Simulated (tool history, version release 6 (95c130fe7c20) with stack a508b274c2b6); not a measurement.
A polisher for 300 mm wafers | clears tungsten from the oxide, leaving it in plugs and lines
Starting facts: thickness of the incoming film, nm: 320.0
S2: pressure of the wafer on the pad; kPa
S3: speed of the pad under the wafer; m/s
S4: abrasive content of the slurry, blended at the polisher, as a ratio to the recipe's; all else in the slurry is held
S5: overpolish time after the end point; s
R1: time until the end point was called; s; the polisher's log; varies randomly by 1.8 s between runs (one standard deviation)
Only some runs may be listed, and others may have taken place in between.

{"run": 1, "day": 0.0, "flow of slurry (ml/min)": 230, "S2": 24.8, "S3": 1.28, "S4": 1, "S5": 8, "R1": 59.56}
{"run": 2, "day": 0.208, "flow of slurry (ml/min)": 230, "S2": 22.8, "S3": 1.26, "S4": 1, "S5": 8, "R1": 64.13}
{"run": 3, "day": 0.583, "flow of slurry (ml/min)": 230, "S2": 20.7, "S3": 1.24, "S4": 1, "S5": 8, "R1": 72.978}
{"run": 4, "day": 0.95, "flow of slurry (ml/min)": 230, "S2": 19.3, "S3": 1.24, "S4": 1, "S5": 8, "R1": 78.991}
{"run": 5, "day": 1.058, "flow of slurry (ml/min)": 230, "S2": 18.6, "S3": 1.24, "S4": 1, "S5": 8, "R1": 80.176}
{"run": 6, "day": 1.283, "flow of slurry (ml/min)": 230, "S2": 18.6, "S3": 1.24, "S4": 1, "S5": 6, "R1": 84.035}
{"run": 7, "day": 1.396, "flow of slurry (ml/min)": 230, "S2": 17.9, "S3": 1.24, "S4": 1, "S5": 6, "R1": 81.503}
{"run": 8, "day": 1.546, "flow of slurry (ml/min)": 230, "S2": 17.2, "S3": 1.24, "S4": 1, "S5": 6, "R1": 88.088}

Run 9, settings as shown, results not yet in. Your forecast:
{"run": 9, "day": 1.85, "flow of slurry (ml/min)": 230, "S2": 16.5, "S3": 1.24, "S4": 1, "S5": 6, "R1": "?"}

R1: 90.105 s
